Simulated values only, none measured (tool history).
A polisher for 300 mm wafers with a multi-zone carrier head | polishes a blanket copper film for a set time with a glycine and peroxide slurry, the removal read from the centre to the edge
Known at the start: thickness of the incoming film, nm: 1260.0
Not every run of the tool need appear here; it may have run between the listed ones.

| run | hour | flow of slurry (ml/min) | pressure of the head's centre zone | pressure of the head's middle zone | pressure of the head's edge zone | polishing time (s) | film removed at the wafer's centre (Å) | film removed at mid-radius (Å) | film removed at the wafer's edge (Å) |
|---|---|---|---|---|---|---|---|---|---|
| 1 | 0.0 | 300 | 1.00 | 1.00 | 1.00 | 87 | 4485.8 | 4533.8 | 4539.5 |
| 2 | 2.5 | 300 | 1.00 | 1.04 | 1.00 | 87 | 4494.7 | 4645.3 | 4539.3 |
| 3 | 8.8 | 300 | 1.00 | 0.98 | 1.00 | 87 | 4480.8 | 4489.5 | 4522.6 |
| 4 | 12.4 | 305 | 1.00 | 0.96 | 1.04 | 88 | 4551.4 | 4411.6 | 4659.8 |
| 5 | 14.0 | 310 | 1.00 | 0.95 | 1.07 | 89 | 4542.8 | 4455.0 | 4831.4 |
| 6 | 16.4 | 245 | 1.00 | 0.95 | 1.07 | 89 | 4389.6 | 4384.7 | 4703.2 |
| 7 | 17.7 | 270 | 1.00 | 0.94 | 1.09 | 89 | 4499.0 | 4290.1 | 4780.7 |
| 8 | 18.5 | 270 | 1.00 | 0.94 | 1.09 | 89 | 4528.7 | 4384.9 | 4774.7 |
| 9 | 25.0 | 285 | 1.00 | 0.93 | 1.11 | 90 | 4585.8 | 4440.0 | 4937.8 |
| 10 | 31.0 | 295 | 1.00 | 0.92 | 1.13 | 90 | 4608.7 | 4358.6 | 4991.6 |
| 11 | 32.9 | 305 | 1.00 | 0.92 | 1.14 | 90 | 4679.2 | 4332.5 | 5067.7 |
| 12 | 38.0 | 310 | 1.00 | 0.93 | 1.15 | 90 | 4668.6 | 4528.1 | 5076.5 |
| 13 | 44.4 | 315 | 1.00 | 0.92 | 1.16 | 90 | 4690.3 | 4429.8 | 5095.1 |
| 14 | 49.6 | 320 | 1.00 | 0.91 | 1.17 | 90 | 4721.5 | 4345.4 | 5124.1 |
| 15 | 51.8 | 325 | 1.00 | 0.91 | 1.17 | 90 | 4659.6 | 4352.2 | 5112.1 |
| 16 | 56.7 | 330 | 1.00 | 0.91 | 1.17 | 90 | 4682.2 | 4345.4 | 5116.1 |

Run 17, settings as shown, results not yet in. Your forecast:
| 17 | 59.3 | 335 | 1.00 | 0.91 | 1.17 | 90 | ? | ? | ? |

{"run 17": {"film removed at the wafer's centre (Å)": 4663.3, "film removed at mid-radius (Å)": 4283.3, "film removed at the wafer's edge (Å)": 5123.1}}
